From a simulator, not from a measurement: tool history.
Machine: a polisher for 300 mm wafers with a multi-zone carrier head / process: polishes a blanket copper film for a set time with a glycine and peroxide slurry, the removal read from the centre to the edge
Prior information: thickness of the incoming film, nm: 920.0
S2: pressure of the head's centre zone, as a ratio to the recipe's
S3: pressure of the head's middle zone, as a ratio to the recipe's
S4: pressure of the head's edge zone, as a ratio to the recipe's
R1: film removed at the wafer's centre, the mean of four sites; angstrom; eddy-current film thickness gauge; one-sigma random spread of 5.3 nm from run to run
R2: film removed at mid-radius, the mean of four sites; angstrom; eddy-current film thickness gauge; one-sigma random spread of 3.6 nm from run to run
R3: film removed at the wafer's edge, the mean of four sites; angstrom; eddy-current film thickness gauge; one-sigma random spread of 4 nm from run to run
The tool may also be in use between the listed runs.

run 1 hour=0.0 | flow_of_slurry_(ml/min)=265 S2=1.00 S3=1.00 S4=1.00 polishing_time_(s)=61 | R1=2662.0 R2=2841.3 R3=2718.6
run 2 hour=5.5 | flow_of_slurry_(ml/min)=265 S2=0.93 S3=1.00 S4=1.00 polishing_time_(s)=61 | R1=2460.6 R2=2906.0 R3=2771.0
run 3 hour=6.0 | flow_of_slurry_(ml/min)=335 S2=0.93 S3=1.00 S4=1.00 polishing_time_(s)=61 | R1=2465.7 R2=2872.3 R3=2751.9
run 4 hour=9.9 | flow_of_slurry_(ml/min)=335 S2=1.00 S3=1.00 S4=1.00 polishing_time_(s)=61 | R1=2760.2 R2=2903.8 R3=2772.2
run 5 hour=11.1 | flow_of_slurry_(ml/min)=335 S2=1.03 S3=1.01 S4=1.02 polishing_time_(s)=64 | R1=2955.0 R2=3076.2 R3=2942.9
run 6 hour=18.9 | flow_of_slurry_(ml/min)=335 S2=1.06 S3=1.02 S4=1.04 polishing_time_(s)=67 | R1=3157.7 R2=3249.1 R3=3128.6

Run 7 comes next. What will it give?
run 7 hour=26.9 | flow_of_slurry_(ml/min)=335 S2=1.09 S3=1.03 S4=1.05 polishing_time_(s)=69 | R1=? R2=? R3=?

{"run 7": {"R1": 3465.2, "R2": 3406.3, "R3": 3234.9}}
